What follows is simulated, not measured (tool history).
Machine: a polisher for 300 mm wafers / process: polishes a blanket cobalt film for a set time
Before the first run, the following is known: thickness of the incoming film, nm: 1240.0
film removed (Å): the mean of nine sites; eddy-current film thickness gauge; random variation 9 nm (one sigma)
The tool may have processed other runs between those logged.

run,hour,flow of slurry (ml/min),pressure of the wafer on the pad (kPa),speed of the pad under the wafer (m/s),polishing time (s),film removed (Å)
1,0.0,260,17.2,1.06,78,4603.9
2,7.2,260,17.2,1.06,78,4502.9
3,9.0,260,21.4,1.06,78,5601.3
4,13.9,325,21.4,1.06,78,5770.3
5,14.8,325,21.4,1.20,78,6443.7
6,22.3,360,21.4,1.20,78,6503.3
7,29.2,360,22.1,1.20,78,6508.0

Estimate the outcome of run 8 from the log above:
8,35.0,360,22.8,1.20,78,?

{"run 8": {"film removed (Å)": 6906.5}}
